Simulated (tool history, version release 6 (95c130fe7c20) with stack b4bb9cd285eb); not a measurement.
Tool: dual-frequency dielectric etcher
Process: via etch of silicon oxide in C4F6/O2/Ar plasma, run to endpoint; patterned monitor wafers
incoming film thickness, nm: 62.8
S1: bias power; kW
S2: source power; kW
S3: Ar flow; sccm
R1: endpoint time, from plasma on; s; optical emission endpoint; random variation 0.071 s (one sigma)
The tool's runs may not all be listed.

Run 1, hour 0.0: S1 0.552 kW, S2 0.360 kW, S3 330 sccm. Result: R1 14.569 s.
Run 2, hour 2.6: S1 0.510 kW, S2 0.360 kW, S3 330 sccm. Result: R1 14.950 s.
Run 3, hour 6.6: S1 0.510 kW, S2 0.300 kW, S3 330 sccm. Result: R1 15.817 s.
Run 4, hour 7.4: S1 0.510 kW, S2 0.350 kW, S3 330 sccm. Result: R1 15.087 s.
Run 5, hour 8.7: S1 0.510 kW, S2 0.320 kW, S3 330 sccm. Result: R1 15.565 s.
Run 6, hour 10.6: S1 0.445 kW, S2 0.320 kW, S3 330 sccm. Result: R1 16.264 s.

Forecast run 7:
Run 7, hour 18.4: S1 0.445 kW, S2 0.320 kW, S3 330 sccm. Result: R1 ?.

{"run 7": {"R1": 16.369}}

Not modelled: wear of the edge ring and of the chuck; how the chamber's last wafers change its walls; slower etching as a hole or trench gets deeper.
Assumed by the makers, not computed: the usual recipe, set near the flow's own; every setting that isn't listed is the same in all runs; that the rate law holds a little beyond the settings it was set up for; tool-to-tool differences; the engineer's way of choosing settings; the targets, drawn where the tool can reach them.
